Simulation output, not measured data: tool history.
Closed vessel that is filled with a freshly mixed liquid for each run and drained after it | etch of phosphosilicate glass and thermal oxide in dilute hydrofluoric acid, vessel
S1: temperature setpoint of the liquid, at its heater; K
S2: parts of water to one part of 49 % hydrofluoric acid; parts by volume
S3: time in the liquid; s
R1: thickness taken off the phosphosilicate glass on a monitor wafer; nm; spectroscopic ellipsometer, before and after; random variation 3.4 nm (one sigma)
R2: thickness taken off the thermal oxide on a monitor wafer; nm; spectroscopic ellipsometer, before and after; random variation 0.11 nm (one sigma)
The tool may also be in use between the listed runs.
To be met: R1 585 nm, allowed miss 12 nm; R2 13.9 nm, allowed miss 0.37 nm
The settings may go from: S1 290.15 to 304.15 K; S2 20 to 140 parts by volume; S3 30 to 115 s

run	hour	S1	S2	S3	R1	R2
1	0	296.15	75	60	146.74	3.5366
2	6	296.15	55	60	204.78	4.8527
3	7	296.15	65	60	173.13	4.0858
4	13.4	298.65	50	65	275.72	6.5807
5	21.3	300.65	40	65	376.35	8.8816
6	28.7	301.65	35	65	452.21	10.712
7	37.1	302.65	35	65	471.14	11.266
8	43.7	303.15	35	65	476.67	11.474

Which of these 4 next moves meets every target?
A	50.3	302.15	30	70	?	?
B	50.3	299.15	20	55	?	?
C	50.3	300.65	25	65	?	?
D	50.3	304.15	20	45	?	?

move	R1	R2
A	580.85	13.785
B	614.51	14.584
C	613.59	14.562
D	616.88	14.64
A: meets every target
B: takes the result that was furthest off past its target
C: takes the result that was furthest off past its target
D: takes the result that was furthest off past its target
Move A is the one to make.
